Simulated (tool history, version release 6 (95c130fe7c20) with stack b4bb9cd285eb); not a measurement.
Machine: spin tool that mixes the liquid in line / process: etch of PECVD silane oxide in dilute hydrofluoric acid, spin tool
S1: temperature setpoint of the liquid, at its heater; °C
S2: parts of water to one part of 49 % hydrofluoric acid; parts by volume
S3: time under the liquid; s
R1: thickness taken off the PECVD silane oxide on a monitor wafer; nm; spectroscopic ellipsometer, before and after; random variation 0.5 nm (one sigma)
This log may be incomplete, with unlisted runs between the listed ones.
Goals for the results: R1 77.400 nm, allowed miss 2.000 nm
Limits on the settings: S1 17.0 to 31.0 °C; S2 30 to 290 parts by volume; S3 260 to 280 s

Run 1, hour 0.0: S1 23.0 °C, S2 160 parts by volume, S3 260 s. Result: R1 58.129 nm.
Run 2, hour 8.9: S1 20.0 °C, S2 160 parts by volume, S3 260 s. Result: R1 51.591 nm.
Run 3, hour 12.7: S1 20.0 °C, S2 160 parts by volume, S3 260 s. Result: R1 52.284 nm.
Run 4, hour 15.2: S1 20.0 °C, S2 200 parts by volume, S3 260 s. Result: R1 39.893 nm.
Run 5, hour 23.8: S1 21.5 °C, S2 195 parts by volume, S3 260 s. Result: R1 43.657 nm.
Run 6, hour 27.1: S1 23.0 °C, S2 190 parts by volume, S3 260 s. Result: R1 47.952 nm.
Run 7, hour 32.7: S1 24.0 °C, S2 185 parts by volume, S3 260 s. Result: R1 51.062 nm.
Run 8, hour 38.2: S1 25.0 °C, S2 180 parts by volume, S3 260 s. Result: R1 54.486 nm.
Run 9, hour 43.7: S1 26.0 °C, S2 175 parts by volume, S3 260 s. Result: R1 57.713 nm.
Run 10, hour 51.6: S1 26.5 °C, S2 170 parts by volume, S3 260 s. Result: R1 61.796 nm.
Run 11, hour 54.2: S1 27.0 °C, S2 170 parts by volume, S3 260 s. Result: R1 62.557 nm.
Run 12, hour 59.1: S1 31.0 °C, S2 155 parts by volume, S3 260 s. Result: R1 81.306 nm.
Run 13, hour 63.1: S1 30.5 °C, S2 155 parts by volume, S3 260 s. Result: R1 79.467 nm.

4 next moves are on the table. One of them brings every result within its allowed miss. Which?
Run A, hour 67.1: S1 31.0 °C, S2 160 parts by volume, S3 260 s. Result: R1 ?.
Run B, hour 67.1: S1 31.0 °C, S2 155 parts by volume, S3 265 s. Result: R1 ?.
Run C, hour 67.1: S1 29.5 °C, S2 145 parts by volume, S3 265 s. Result: R1 ?.
Run D, hour 67.1: S1 31.0 °C, S2 165 parts by volume, S3 280 s. Result: R1 ?.

move      R1
   A  78.539
   B  83.182
   C  85.380
   D  81.480
A: every result within its allowed miss
B: further off than the last run
C: further off than the last run
D: further off than the last run
Move A is the one to make.
